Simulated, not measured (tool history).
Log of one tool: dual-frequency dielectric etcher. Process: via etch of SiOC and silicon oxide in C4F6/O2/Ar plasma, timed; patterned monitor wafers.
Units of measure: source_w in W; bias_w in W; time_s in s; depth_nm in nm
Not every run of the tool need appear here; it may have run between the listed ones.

{"run": 1, "day": 0.0, "source_w": 350, "bias_w": 162, "time_s": 50.5, "depth_nm": 49.286}
{"run": 2, "day": 0.288, "source_w": 290, "bias_w": 162, "time_s": 50.5, "depth_nm": 44.719}
{"run": 3, "day": 0.504, "source_w": 290, "bias_w": 146, "time_s": 50.5, "depth_nm": 42.993}
{"run": 4, "day": 0.804, "source_w": 350, "bias_w": 146, "time_s": 50.5, "depth_nm": 46.85}
{"run": 5, "day": 1.071, "source_w": 310, "bias_w": 146, "time_s": 50.5, "depth_nm": 44.387}
{"run": 6, "day": 1.321, "source_w": 310, "bias_w": 120, "time_s": 50.5, "depth_nm": 41.083}

Run 7, settings as shown, results not yet in. Your forecast:
{"run": 7, "day": 1.483, "source_w": 250, "bias_w": 114, "time_s": 50.5, "depth_nm": "?"}

Run 7 came out at depth_nm 35.111 nm.

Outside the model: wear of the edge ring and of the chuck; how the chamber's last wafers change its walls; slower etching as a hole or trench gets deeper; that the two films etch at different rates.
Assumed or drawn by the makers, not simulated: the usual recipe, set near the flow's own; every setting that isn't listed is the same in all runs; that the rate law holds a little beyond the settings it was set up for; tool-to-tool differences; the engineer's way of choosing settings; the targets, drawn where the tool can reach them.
